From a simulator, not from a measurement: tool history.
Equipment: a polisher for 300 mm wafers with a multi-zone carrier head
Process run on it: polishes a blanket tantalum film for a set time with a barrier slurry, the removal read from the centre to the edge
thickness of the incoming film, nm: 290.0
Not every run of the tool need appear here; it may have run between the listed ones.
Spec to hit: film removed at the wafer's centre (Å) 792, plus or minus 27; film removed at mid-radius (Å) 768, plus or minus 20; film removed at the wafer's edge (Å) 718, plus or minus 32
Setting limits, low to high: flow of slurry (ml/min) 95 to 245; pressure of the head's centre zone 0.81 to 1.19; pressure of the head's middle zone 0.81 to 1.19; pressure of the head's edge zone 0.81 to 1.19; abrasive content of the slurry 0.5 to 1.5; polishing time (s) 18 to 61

run  hour  flow of slurry (ml/min)  pressure of the head's centre zone  pressure of the head's middle zone  pressure of the head's edge zone  abrasive content of the slurry  polishing time (s)  film removed at the wafer's centre (Å)  film removed at mid-radius (Å)  film removed at the wafer's edge (Å)
  1     0                      155                                   1                                   1                                 1                               1                  39                                  923.67                          904.81                                916.84
  2   3.1                      150                                   1                                   1                              0.98                            0.95                  39                                  879.31                             902                                877.44
  3   8.4                      145                                1.01                                0.98                              0.96                            0.95                  39                                  912.11                          872.74                                 860.5
  4  15.1                      130                                1.01                                0.98                              0.96                            0.95                  39                                  870.11                          868.99                                875.16
  5  19.3                      130                                1.01                                0.97                              0.95                             0.9                  39                                  875.13                          857.96                                865.86
  6  23.3                      135                                1.01                                0.97                              0.94                            0.85                  39                                  862.35                          828.11                                835.55
  7  25.6                      135                                1.01                                0.97                              0.93                            0.85                  39                                  865.63                          820.94                                819.83
  8  27.7                      135                                   1                                0.97                              0.92                            0.85                  39                                  865.63                          834.96                                815.03
  9  31.9                      135                                0.99                                0.97                              0.91                            0.85                  39                                  856.61                          830.47                                820.05
 10  39.2                      135                                0.99                                0.97                               0.9                             0.8                  39                                  828.16                           807.8                                806.75
 11  42.9                      135                                0.99                                0.98                              0.89                             0.8                  39                                  832.79                          827.04                                788.85
 12  43.9                      135                                0.99                                0.98                              0.89                             0.8                  39                                  825.79                          828.64                                790.13
 13  51.5                      135                                0.99                                0.98                              0.88                             0.8                  39                                   837.8                          830.31                                785.68
 14  58.8                      135                                0.99                                0.98                              0.87                             0.8                  39                                  817.81                          833.23                                795.01
 15  65.8                      135                                0.99                                0.98                              0.86                            0.75                  39                                  811.47                          816.53                                771.26
 16  69.7                      135                                0.99                                0.98                              0.85                            0.75                  39                                  815.21                          814.89                                768.95

Of the 4 settings listed for the next run, only one would bring every result within its allowed miss of target. Which one?
  A  73.6                      180                                1.06                                1.16                              0.85                             1.2                  31                                       ?                               ?                                     ?
  B  73.6                      115                                1.04                                0.99                              0.84                             0.7                  38                                       ?                               ?                                     ?
  C  73.6                       95                                 0.9                                0.95                              0.92                               1                  42                                       ?                               ?                                     ?
  D  73.6                       95                                0.89                                0.88                              0.92                            0.75                  43                                       ?                               ?                                     ?

move  film removed at the wafer's centre (Å)  film removed at mid-radius (Å)  film removed at the wafer's edge (Å)
   A                                  825.08                          881.89                                723.68
   B                                  799.74                          767.01                                728.75
   C                                  831.98                          895.15                                 920.8
   D                                  771.59                           788.2                                864.87
A: the biggest miss grows against the last run
B: meets every target
C: the biggest miss grows against the last run
D: the biggest miss grows against the last run
The right move is B.
